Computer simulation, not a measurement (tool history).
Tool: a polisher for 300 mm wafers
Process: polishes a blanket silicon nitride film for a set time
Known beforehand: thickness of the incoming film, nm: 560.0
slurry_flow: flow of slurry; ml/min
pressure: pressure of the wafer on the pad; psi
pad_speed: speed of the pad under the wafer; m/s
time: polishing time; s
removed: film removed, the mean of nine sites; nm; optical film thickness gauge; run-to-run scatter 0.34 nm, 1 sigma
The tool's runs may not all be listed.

run 1 day=0 | slurry_flow=230 pressure=2.7 pad_speed=0.92 time=35 | removed=48.534
run 2 day=0.121 | slurry_flow=230 pressure=3.1 pad_speed=0.92 time=35 | removed=55.437
run 3 day=0.279 | slurry_flow=230 pressure=3 pad_speed=0.92 time=35 | removed=53.887
run 4 day=0.604 | slurry_flow=230 pressure=2.9 pad_speed=0.92 time=35 | removed=51.46
run 5 day=0.804 | slurry_flow=230 pressure=2.8 pad_speed=0.92 time=35 | removed=50.728
run 6 day=1.129 | slurry_flow=230 pressure=2.8 pad_speed=1.12 time=35 | removed=59.295
run 7 day=1.271 | slurry_flow=230 pressure=2.6 pad_speed=1.12 time=35 | removed=54.591
run 8 day=1.425 | slurry_flow=230 pressure=2.5 pad_speed=1.12 time=35 | removed=52.118
run 9 day=1.642 | slurry_flow=230 pressure=2.4 pad_speed=1.12 time=35 | removed=50.761
run 10 day=1.775 | slurry_flow=220 pressure=1.7 pad_speed=1.1 time=35 | removed=35.842

Run 11 is up next; what results do you expect?
run 11 day=1.933 | slurry_flow=225 pressure=1.7 pad_speed=1.1 time=35 | removed=?

Run 11 came out at removed 35.62 nm.
